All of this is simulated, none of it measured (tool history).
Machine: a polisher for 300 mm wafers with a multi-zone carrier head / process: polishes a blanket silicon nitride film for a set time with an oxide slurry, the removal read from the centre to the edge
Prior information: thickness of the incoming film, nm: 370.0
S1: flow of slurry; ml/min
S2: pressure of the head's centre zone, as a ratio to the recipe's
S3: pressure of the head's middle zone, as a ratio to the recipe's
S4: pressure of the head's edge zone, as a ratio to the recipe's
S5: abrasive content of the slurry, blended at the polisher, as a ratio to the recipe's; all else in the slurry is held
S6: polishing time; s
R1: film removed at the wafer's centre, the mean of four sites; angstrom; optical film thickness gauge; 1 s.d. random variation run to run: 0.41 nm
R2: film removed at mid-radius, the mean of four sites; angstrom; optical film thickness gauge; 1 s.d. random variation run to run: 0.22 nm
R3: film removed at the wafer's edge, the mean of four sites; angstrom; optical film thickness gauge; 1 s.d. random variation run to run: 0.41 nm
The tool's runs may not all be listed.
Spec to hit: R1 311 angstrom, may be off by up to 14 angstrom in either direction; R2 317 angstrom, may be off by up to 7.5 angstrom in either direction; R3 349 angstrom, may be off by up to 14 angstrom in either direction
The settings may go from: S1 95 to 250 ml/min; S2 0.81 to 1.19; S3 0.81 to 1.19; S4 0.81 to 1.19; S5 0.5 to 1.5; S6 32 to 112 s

| run | hour | S1 | S2 | S3 | S4 | S5 | S6 | R1 | R2 | R3 |
|---|---|---|---|---|---|---|---|---|---|---|
| 1 | 0 | 160 | 1 | 1 | 1 | 1 | 72 | 425.64 | 424.7 | 415.61 |
| 2 | 2.5 | 160 | 1 | 1 | 1 | 1.15 | 72 | 444.41 | 455.98 | 443.92 |
| 3 | 5.8 | 150 | 0.97 | 0.97 | 0.99 | 1.1 | 72 | 413.39 | 437.51 | 427.98 |
| 4 | 11.4 | 145 | 0.96 | 0.94 | 1 | 1 | 72 | 406.68 | 398.15 | 415.48 |
| 5 | 12.8 | 145 | 0.96 | 0.94 | 1.04 | 1 | 72 | 401.76 | 398.79 | 416.44 |
| 6 | 15.8 | 145 | 0.96 | 0.94 | 1 | 1 | 72 | 389.87 | 402.08 | 411.99 |
| 7 | 23.8 | 140 | 0.96 | 0.92 | 0.99 | 0.95 | 72 | 380.8 | 378.9 | 392.57 |
| 8 | 24.5 | 135 | 0.95 | 0.9 | 0.98 | 0.95 | 72 | 382.85 | 373.44 | 394 |
| 9 | 25.6 | 130 | 0.93 | 0.89 | 0.97 | 0.9 | 72 | 352.53 | 354.67 | 377.9 |
| 10 | 33.7 | 125 | 0.92 | 0.88 | 0.96 | 0.9 | 72 | 348.61 | 355.69 | 380.12 |
| 11 | 36.3 | 110 | 0.89 | 0.83 | 0.93 | 0.7 | 72 | 275.44 | 279.1 | 303.04 |
| 12 | 44.6 | 125 | 0.89 | 0.84 | 0.95 | 0.7 | 72 | 280.76 | 287.3 | 314.14 |
| 13 | 48.5 | 135 | 0.89 | 0.85 | 0.97 | 0.7 | 72 | 283.03 | 291.62 | 314.56 |
| 14 | 56.7 | 135 | 0.89 | 0.86 | 0.99 | 0.7 | 72 | 282.85 | 293.05 | 321.97 |
| 15 | 62.6 | 140 | 0.9 | 0.87 | 1 | 0.7 | 72 | 296.49 | 298.34 | 319.21 |
| 16 | 67.8 | 140 | 0.9 | 0.87 | 1.02 | 0.7 | 72 | 289.13 | 298.77 | 325.88 |
| 17 | 76.8 | 145 | 0.91 | 0.88 | 1.04 | 0.7 | 72 | 297.99 | 298.44 | 329.5 |
| 18 | 82.7 | 145 | 0.91 | 0.89 | 1.05 | 0.7 | 72 | 296.21 | 304.04 | 337.06 |

Which one of the following 4 next-run settings gets every result inside its allowed miss? There is exactly one.
| A | 88.6 | 175 | 0.91 | 0.89 | 1.08 | 0.65 | 78 | ? | ? | ? |
| B | 88.6 | 100 | 0.97 | 0.93 | 1.18 | 0.7 | 69 | ? | ? | ? |
| C | 88.6 | 105 | 0.89 | 0.81 | 1 | 0.8 | 67 | ? | ? | ? |
| D | 88.6 | 145 | 0.9 | 0.83 | 1.16 | 0.7 | 71 | ? | ? | ? |

| move | R1 | R2 | R3 |
|---|---|---|---|
| A | 307.94 | 320.52 | 349.36 |
| B | 286.59 | 290.83 | 327.64 |
| C | 283.59 | 285.05 | 325.2 |
| D | 287.52 | 289.04 | 345.4 |
A: meets every target
B: its largest miss is bigger than the last run's
C: its largest miss is bigger than the last run's
D: its largest miss is bigger than the last run's
So the answer is move A, the one that meets all the targets.
